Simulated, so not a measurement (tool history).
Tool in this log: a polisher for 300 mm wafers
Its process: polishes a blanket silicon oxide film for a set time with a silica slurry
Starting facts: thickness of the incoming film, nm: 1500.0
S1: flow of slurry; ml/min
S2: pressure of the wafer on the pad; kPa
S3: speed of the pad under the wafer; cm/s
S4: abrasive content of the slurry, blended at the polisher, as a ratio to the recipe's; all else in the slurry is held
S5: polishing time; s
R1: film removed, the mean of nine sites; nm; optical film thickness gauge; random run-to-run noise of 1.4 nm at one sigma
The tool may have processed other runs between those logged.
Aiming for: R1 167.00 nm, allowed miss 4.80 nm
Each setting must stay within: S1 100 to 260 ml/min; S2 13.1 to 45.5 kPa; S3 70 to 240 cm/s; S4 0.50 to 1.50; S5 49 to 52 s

run	day	S1	S2	S3	S4	S5	R1
1	0.000	165	29.0	154	1.00	49	237.96
2	0.171	160	26.9	154	1.00	49	226.66
3	0.442	160	26.9	154	0.90	49	212.97
4	0.708	160	33.1	154	0.90	49	251.70
5	0.796	155	30.3	154	0.90	49	231.51
6	1.054	155	24.1	154	0.90	49	198.85
7	1.300	155	22.8	154	0.90	49	189.11
8	1.646	150	22.1	154	0.90	49	186.61
9	1.946	145	17.9	154	0.90	49	160.43

Which one of the following 4 next-run settings gets every result inside its allowed miss? There is exactly one.
A	2.246	130	17.2	150	0.90	50	?
B	2.246	145	18.6	140	0.85	50	?
C	2.246	180	15.2	148	0.85	52	?
D	2.246	130	27.6	108	0.85	52	?

move	R1
A	155.87
B	153.41
C	151.62
D	166.33
A: its largest miss is bigger than the last run's
B: its largest miss is bigger than the last run's
C: its largest miss is bigger than the last run's
D: all results in spec
Answer: D
